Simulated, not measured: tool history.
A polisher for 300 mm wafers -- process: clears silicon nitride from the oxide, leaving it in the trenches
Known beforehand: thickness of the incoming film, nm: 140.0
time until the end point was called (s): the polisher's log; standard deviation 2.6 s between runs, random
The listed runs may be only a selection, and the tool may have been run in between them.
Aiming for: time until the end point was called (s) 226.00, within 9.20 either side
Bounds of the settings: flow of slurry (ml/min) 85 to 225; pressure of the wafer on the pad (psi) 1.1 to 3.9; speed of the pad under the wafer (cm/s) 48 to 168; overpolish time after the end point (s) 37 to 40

run  hour  flow of slurry (ml/min)  pressure of the wafer on the pad (psi)  speed of the pad under the wafer (cm/s)  overpolish time after the end point (s)  time until the end point was called (s)
  1   0.0                      145                                     2.5                                      108                                       37                                   161.19
  2   5.4                      145                                     2.5                                      132                                       37                                   133.02
  3  10.6                      145                                     2.9                                      132                                       37                                   120.38
  4  14.3                      180                                     2.9                                      132                                       37                                   115.58
  5  19.6                      180                                     2.9                                      144                                       37                                   108.43
  6  21.2                      180                                     2.7                                      140                                       37                                   113.00
  7  26.3                      175                                     2.5                                      136                                       37                                   125.39
  8  27.3                      175                                     2.3                                      132                                       37                                   136.30
  9  31.4                      175                                     2.2                                      130                                       37                                   142.72
 10  36.8                      175                                     2.1                                      128                                       37                                   145.86
 11  42.9                      155                                     1.4                                      116                                       37                                   205.53

Exactly one of the 5 candidate moves below puts every result within its allowed miss. Which one?
  A  49.0                      210                                     1.1                                      140                                       40                                        ?
  B  49.0                      160                                     1.7                                      120                                       37                                        ?
  C  49.0                      180                                     1.5                                      126                                       37                                        ?
  D  49.0                      160                                     1.7                                      110                                       40                                        ?
  E  49.0                      145                                     1.5                                      104                                       40                                        ?

move  time until the end point was called (s)
   A                                   186.59
   B                                   180.67
   C                                   181.19
   D                                   195.78
   E                                   224.32
A: lands further from the targets than the last run did
B: lands further from the targets than the last run did
C: lands further from the targets than the last run did
D: lands further from the targets than the last run did
E: in spec on every target
Correct choice: E, which meets every target
